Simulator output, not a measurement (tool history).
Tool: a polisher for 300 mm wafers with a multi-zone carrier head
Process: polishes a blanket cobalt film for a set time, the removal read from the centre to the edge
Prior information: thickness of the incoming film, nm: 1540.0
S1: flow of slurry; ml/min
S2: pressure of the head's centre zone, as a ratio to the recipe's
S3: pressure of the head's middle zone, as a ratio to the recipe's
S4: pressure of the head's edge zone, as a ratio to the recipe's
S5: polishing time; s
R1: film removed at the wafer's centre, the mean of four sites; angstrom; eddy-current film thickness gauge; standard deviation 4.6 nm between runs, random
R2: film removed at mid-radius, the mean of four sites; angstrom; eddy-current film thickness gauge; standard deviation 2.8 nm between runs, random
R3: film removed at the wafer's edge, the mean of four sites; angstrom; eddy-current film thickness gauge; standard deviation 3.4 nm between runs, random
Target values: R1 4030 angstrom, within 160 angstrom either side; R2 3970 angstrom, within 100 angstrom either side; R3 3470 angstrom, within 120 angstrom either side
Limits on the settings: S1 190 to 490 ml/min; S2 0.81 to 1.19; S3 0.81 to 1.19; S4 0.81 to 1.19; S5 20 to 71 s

run 1 day=0 | S1=315 S2=1 S3=1 S4=1 S5=45 | R1=2811.3 R2=2707.2 R3=2820.6
run 2 day=0.358 | S1=315 S2=1 S3=1.07 S4=1 S5=45 | R1=2796 R2=2838.5 R3=2809.3
run 3 day=0.546 | S1=315 S2=0.94 S3=1.07 S4=1 S5=45 | R1=2641 R2=2849.1 R3=2737.6
run 4 day=0.812 | S1=315 S2=0.94 S3=1.07 S4=1 S5=39 | R1=2298.7 R2=2456.8 R3=2475.4
run 5 day=0.896 | S1=330 S2=0.99 S3=1.1 S4=1 S5=43 | R1=2668.2 R2=2815.2 R3=2699.6
run 6 day=0.967 | S1=330 S2=0.99 S3=1.03 S4=1 S5=43 | R1=2675.9 R2=2660.3 R3=2724.1
run 7 day=1.204 | S1=355 S2=1.03 S3=1.07 S4=1 S5=46 | R1=3026.6 R2=2942.6 R3=2890.3
run 8 day=1.312 | S1=360 S2=1.05 S3=1.1 S4=1 S5=48 | R1=3163 R2=3132.7 R3=3049.3
run 9 day=1.462 | S1=370 S2=1.07 S3=1.12 S4=0.98 S5=50 | R1=3393.2 R2=3294.5 R3=3101.5
run 10 day=1.671 | S1=380 S2=1.08 S3=1.14 S4=0.97 S5=52 | R1=3530.1 R2=3463.7 R3=3178
run 11 day=1.746 | S1=385 S2=1.09 S3=1.15 S4=0.97 S5=53 | R1=3650.2 R2=3569.2 R3=3271.4
run 12 day=2.096 | S1=390 S2=1.1 S3=1.16 S4=0.96 S5=54 | R1=3730.3 R2=3666.6 R3=3316.8
run 13 day=2.308 | S1=395 S2=1.11 S3=1.17 S4=0.96 S5=55 | R1=3908.3 R2=3769.4 R3=3450.7

Consider the 5 candidate settings below. Which is the only one whose results all fall within their allowed miss of target?
run A day=2.521 | S1=395 S2=1.11 S3=1.07 S4=1.07 S5=53 | R1=? R2=? R3=?
run B day=2.521 | S1=405 S2=1.09 S3=1.13 S4=1.02 S5=58 | R1=? R2=? R3=?
run C day=2.521 | S1=470 S2=1.1 S3=1.18 S4=0.91 S5=57 | R1=? R2=? R3=?
run D day=2.521 | S1=370 S2=1.1 S3=1.19 S4=0.87 S5=53 | R1=? R2=? R3=?
run E day=2.521 | S1=365 S2=1.12 S3=1.12 S4=0.94 S5=56 | R1=? R2=? R3=?

move=A R1=3835.4 R2=3403.2 R3=3499.6
move=B R1=4130.2 R2=3877.3 R3=3743
move=C R1=4140.7 R2=3968.2 R3=3508.7
move=D R1=3783.8 R2=3653.7 R3=3156.6
move=E R1=4065.1 R2=3692.6 R3=3456
A: the biggest miss grows against the last run
B: meets the target for the result that was furthest off, but another lies outside its allowed miss
C: meets every target
D: the biggest miss grows against the last run
E: the biggest miss grows against the last run
Go with C: it meets all targets.
